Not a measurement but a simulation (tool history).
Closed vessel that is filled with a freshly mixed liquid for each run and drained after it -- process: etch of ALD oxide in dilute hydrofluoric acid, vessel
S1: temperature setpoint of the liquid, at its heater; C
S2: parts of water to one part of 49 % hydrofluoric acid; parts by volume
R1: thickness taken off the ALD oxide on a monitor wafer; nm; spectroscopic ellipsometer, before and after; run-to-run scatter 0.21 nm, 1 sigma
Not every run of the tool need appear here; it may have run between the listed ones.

{"run": 1, "hour": 0.0, "S1": 22.0, "S2": 50, "time in the liquid (s)": 385, "R1": 82.272}
{"run": 2, "hour": 6.3, "S1": 22.0, "S2": 50, "time in the liquid (s)": 385, "R1": 82.091}
{"run": 3, "hour": 6.9, "S1": 20.5, "S2": 55, "time in the liquid (s)": 385, "R1": 69.557}
{"run": 4, "hour": 10.6, "S1": 18.5, "S2": 55, "time in the liquid (s)": 385, "R1": 63.965}
{"run": 5, "hour": 19.4, "S1": 18.5, "S2": 40, "time in the liquid (s)": 385, "R1": 89.748}
{"run": 6, "hour": 22.5, "S1": 18.0, "S2": 50, "time in the liquid (s)": 385, "R1": 69.563}
{"run": 7, "hour": 23.8, "S1": 17.5, "S2": 55, "time in the liquid (s)": 385, "R1": 61.247}
{"run": 8, "hour": 30.2, "S1": 17.5, "S2": 60, "time in the liquid (s)": 385, "R1": 55.487}

For run 9, what comes out?
{"run": 9, "hour": 38.0, "S1": 17.5, "S2": 65, "time in the liquid (s)": 385, "R1": "?"}

{"run 9": {"R1": 51.106}}
